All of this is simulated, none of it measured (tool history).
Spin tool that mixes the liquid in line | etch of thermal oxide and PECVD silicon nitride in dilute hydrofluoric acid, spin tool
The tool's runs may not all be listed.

| run | day | temperature setpoint of the liquid (K) | parts of water to one part of 49 % hydrofluoric acid (parts by volume) | time under the liquid (s) | thickness taken off the thermal oxide on a monitor wafer (Å) | thickness taken off the PECVD silicon nitride on a monitor wafer (Å) |
|---|---|---|---|---|---|---|
| 1 | 0.000 | 294.15 | 105 | 180 | 63.842 | 67.324 |
| 2 | 0.167 | 295.15 | 105 | 180 | 66.420 | 72.671 |
| 3 | 0.188 | 296.15 | 105 | 180 | 69.135 | 77.424 |
| 4 | 0.425 | 298.65 | 105 | 180 | 76.619 | 91.698 |
| 5 | 0.767 | 297.15 | 105 | 180 | 71.839 | 83.216 |
| 6 | 1.138 | 297.65 | 105 | 180 | 73.030 | 85.861 |
| 7 | 1.271 | 298.15 | 105 | 180 | 74.990 | 88.243 |
| 8 | 1.642 | 298.15 | 105 | 180 | 74.768 | 88.674 |
|  | 1.900 | thermometer replaced |
| 9 | 1.900 | 298.65 | 105 | 180 | 82.938 | 105.800 |

The next listed run, before its measurement:
| 10 | 2.038 | 298.65 | 105 | 180 | ? | ? |

Run 10 gave thickness taken off the thermal oxide on a monitor wafer (Å) 83.863, thickness taken off the PECVD silicon nitride on a monitor wafer (Å) 105.860.
